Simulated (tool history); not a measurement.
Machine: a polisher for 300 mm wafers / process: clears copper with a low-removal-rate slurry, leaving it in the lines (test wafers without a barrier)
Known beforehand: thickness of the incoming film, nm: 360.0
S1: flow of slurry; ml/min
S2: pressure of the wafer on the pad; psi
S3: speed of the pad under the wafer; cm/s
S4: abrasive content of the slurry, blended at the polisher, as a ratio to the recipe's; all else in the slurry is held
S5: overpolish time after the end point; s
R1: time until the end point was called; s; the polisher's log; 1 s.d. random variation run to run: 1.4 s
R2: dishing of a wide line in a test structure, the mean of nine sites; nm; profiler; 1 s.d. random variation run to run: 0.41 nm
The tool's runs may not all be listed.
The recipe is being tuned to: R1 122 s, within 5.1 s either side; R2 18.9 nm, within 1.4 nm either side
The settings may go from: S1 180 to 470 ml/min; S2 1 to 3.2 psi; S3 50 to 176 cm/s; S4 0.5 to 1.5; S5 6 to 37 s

run  hour   S1   S2   S3  S4  S5      R1      R2
  1     0  300  2.1  112   1  19   156.9  28.808
  2   2.1  300  2.5  112   1  19  134.15  31.158
  3   9.4  255  2.5  112   1  19  139.44  30.515
  4  12.3  255  2.1  112   1  19  155.33   28.07
     14.2  -- head pressure recalibrated
  5  14.2  250  2.2  112   1  17  163.64  25.082
  6  19.3  255  2.3  112   1  16  157.88  23.823
  7  22.6  260  2.9  112   1   7  126.96  13.809
  8    24  260  2.8  118   1  12  129.45  23.126
  9  27.2  270  2.8  118   1  12  127.29  23.003

Below are 5 possible settings for the next run. Only one of them brings all results inside the allowed miss of their targets. Which is it?
  A  30.4  275  2.5  124     1  12   ?   ?
  B  30.4  240  2.8  122   0.6  12   ?   ?
  C  30.4  210    3  112  0.95  16   ?   ?
  D  30.4  235  2.8  134   0.8  11   ?   ?
  E  30.4  190  2.5  140  1.15   9   ?   ?

move      R1      R2
   A  131.71  22.478
   B  135.71  22.022
   C  129.25  28.882
   D  119.53  22.758
   E  121.71  18.885
A: better than the last run, though not everything is in spec
B: better than the last run, though not everything is in spec
C: its largest miss is bigger than the last run's
D: better than the last run, though not everything is in spec
E: in spec on every target
Answer: E
